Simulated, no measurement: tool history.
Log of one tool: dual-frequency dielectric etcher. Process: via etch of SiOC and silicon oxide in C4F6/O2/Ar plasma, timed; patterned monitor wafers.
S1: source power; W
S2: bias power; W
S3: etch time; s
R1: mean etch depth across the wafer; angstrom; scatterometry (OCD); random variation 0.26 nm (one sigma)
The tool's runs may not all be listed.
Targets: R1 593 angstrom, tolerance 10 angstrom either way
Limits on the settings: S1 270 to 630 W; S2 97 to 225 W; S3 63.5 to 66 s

run,hour,S1,S2,S3,R1
1,0,450,161,63.5,723.93
2,5.6,450,161,63.5,722.79
3,12.4,450,134,63.5,692.23
4,14.3,410,132,63.5,668.79
5,15,450,132,63.5,688.56
6,19.6,410,128,63.5,656.21
7,20.6,390,127,63.5,643.99
8,22.1,370,126,63.5,630.24

Pick the move, out of 4, that brings all results within their allowed miss; only one does.
A,23.6,290,127,63.5,?
B,23.6,360,144,64,?
C,23.6,440,117,65.5,?
D,23.6,320,118,64,?

move,R1
A,576.94
B,653.91
C,686.29
D,592.89
A: pushes the last run's worst result past its target
B: moves away from the targets compared with the last run
C: moves away from the targets compared with the last run
D: hits every target within its allowed miss
D meets every target.
